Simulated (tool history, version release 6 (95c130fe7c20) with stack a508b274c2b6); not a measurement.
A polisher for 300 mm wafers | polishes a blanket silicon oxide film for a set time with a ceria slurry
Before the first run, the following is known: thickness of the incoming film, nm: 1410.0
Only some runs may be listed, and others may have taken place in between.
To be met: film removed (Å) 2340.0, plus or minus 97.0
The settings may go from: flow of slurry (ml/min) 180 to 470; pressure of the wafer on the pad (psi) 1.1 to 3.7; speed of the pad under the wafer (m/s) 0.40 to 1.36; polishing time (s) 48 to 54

run  hour  flow of slurry (ml/min)  pressure of the wafer on the pad (psi)  speed of the pad under the wafer (m/s)  polishing time (s)  film removed (Å)
  1   0.0                      300                                     2.4                                    0.88                  54            1485.3
  2   1.2                      300                                     2.4                                    0.88                  48            1344.0
  3   8.2                      300                                     2.4                                    1.06                  48            1590.4
  4  10.6                      300                                     2.4                                    1.14                  48            1683.4
  5  15.5                      300                                     2.4                                    1.14                  54            1913.0
  6  17.4                      300                                     2.4                                    1.14                  48            1713.6
  7  22.3                      300                                     2.6                                    1.14                  48            1829.0
  8  30.3                      300                                     2.6                                    1.14                  48            1847.0
     38.5  -- slurry nozzle cleaned
  9  38.5                      300                                     2.8                                    1.14                  48            2006.7

Pick the move, out of 4, that brings all results within their allowed miss; only one does.
  A  46.7                      330                                     2.8                                    1.20                  53                 ?
  B  46.7                      265                                     3.0                                    1.18                  48                 ?
  C  46.7                      275                                     2.9                                    1.24                  54                 ?
  D  46.7                      280                                     2.3                                    1.18                  48                 ?

move  film removed (Å)
   A            2365.5
   B            2218.4
   C            2541.8
   D            1720.5
A: every result lands within tolerance
B: closer than the last run, but not yet in spec
C: takes the biggest miss from the last run beyond its target
D: misses by more than the last run did
The move that meets every target is A.
